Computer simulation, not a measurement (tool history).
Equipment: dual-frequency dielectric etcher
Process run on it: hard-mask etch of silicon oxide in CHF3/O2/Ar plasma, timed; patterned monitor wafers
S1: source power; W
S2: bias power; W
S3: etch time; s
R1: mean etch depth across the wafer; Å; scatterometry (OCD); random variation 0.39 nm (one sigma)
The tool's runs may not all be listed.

run  hour   S1   S2  S3      R1
  1     0  660  197  30  609.57
  2   2.1  630  194  30  599.53
  3     5  630  225  30  635.29
  4   6.6  590  219  30  598.49
  5    11  570  218  30  594.32
  6    13  470  218  30  516.27

Expected results for the next run?
  7  18.5  480  219  30   ?

Run 7 yielded R1 531.01 Å.

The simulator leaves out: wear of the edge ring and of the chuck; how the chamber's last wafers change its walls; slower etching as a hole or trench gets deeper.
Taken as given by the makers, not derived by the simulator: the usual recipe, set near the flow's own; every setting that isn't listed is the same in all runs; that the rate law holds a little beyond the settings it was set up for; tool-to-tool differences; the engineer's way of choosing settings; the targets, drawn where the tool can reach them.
